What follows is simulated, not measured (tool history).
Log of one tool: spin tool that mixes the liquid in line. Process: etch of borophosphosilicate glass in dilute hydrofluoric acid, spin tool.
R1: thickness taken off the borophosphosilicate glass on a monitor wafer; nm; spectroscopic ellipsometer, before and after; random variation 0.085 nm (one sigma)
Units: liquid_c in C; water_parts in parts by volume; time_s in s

Run 1, hour 0: liquid_c 25 C, water_parts 225 parts by volume, time_s 35 s. Result: R1 10.835 nm.
Run 2, hour 0.5: liquid_c 24 C, water_parts 225 parts by volume, time_s 35 s. Result: R1 10.233 nm.
Run 3, hour 6.8: liquid_c 23.5 C, water_parts 225 parts by volume, time_s 35 s. Result: R1 10.204 nm.
Run 4, hour 10.9: liquid_c 23.5 C, water_parts 265 parts by volume, time_s 35 s. Result: R1 8.2461 nm.
Run 5, hour 16.6: liquid_c 24 C, water_parts 265 parts by volume, time_s 35 s. Result: R1 8.4873 nm.
Run 6, hour 22: liquid_c 24 C, water_parts 215 parts by volume, time_s 35 s. Result: R1 11.022 nm.
Run 7, hour 23.4: liquid_c 23 C, water_parts 215 parts by volume, time_s 35 s. Result: R1 10.586 nm.
Run 8, hour 25.9: liquid_c 22 C, water_parts 215 parts by volume, time_s 35 s. Result: R1 10.324 nm.

Forecast run 9:
Run 9, hour 34.4: liquid_c 21 C, water_parts 215 parts by volume, time_s 35 s. Result: R1 ?.

Run 9 gave R1 9.734 nm.

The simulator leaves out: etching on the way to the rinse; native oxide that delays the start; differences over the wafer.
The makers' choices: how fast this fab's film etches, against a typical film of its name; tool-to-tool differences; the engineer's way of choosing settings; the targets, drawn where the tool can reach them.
